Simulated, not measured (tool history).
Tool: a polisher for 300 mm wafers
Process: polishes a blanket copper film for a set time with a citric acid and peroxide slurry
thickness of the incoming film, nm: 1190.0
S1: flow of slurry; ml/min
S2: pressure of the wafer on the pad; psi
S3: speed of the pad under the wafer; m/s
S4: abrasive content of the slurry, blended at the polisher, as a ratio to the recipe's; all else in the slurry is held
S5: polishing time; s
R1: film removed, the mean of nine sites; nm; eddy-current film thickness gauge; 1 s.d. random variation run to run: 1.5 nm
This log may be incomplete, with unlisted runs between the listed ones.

| run | day | S1 | S2 | S3 | S4 | S5 | R1 |
|---|---|---|---|---|---|---|---|
| 1 | 0 | 145 | 3.7 | 1.16 | 1 | 87 | 273.46 |
| 2 | 0.275 | 140 | 3.3 | 1.16 | 1 | 87 | 244.71 |
| 3 | 0.396 | 140 | 3.3 | 1.16 | 1 | 92 | 258.32 |
| 4 | 0.633 | 135 | 3 | 1.16 | 1 | 92 | 232.63 |
| 5 | 0.992 | 135 | 3 | 1.16 | 1 | 87 | 220.08 |
| 6 | 1.017 | 130 | 2.8 | 1.16 | 1 | 87 | 205.25 |
|  | 1.212 | head pressure recalibrated |
| 7 | 1.212 | 130 | 2.8 | 1.16 | 1 | 87 | 182.34 |

Run 8 comes next. What will it give?
| 8 | 1.446 | 125 | 2.8 | 1.16 | 1 | 87 | ? |

R1: 182.28 nm
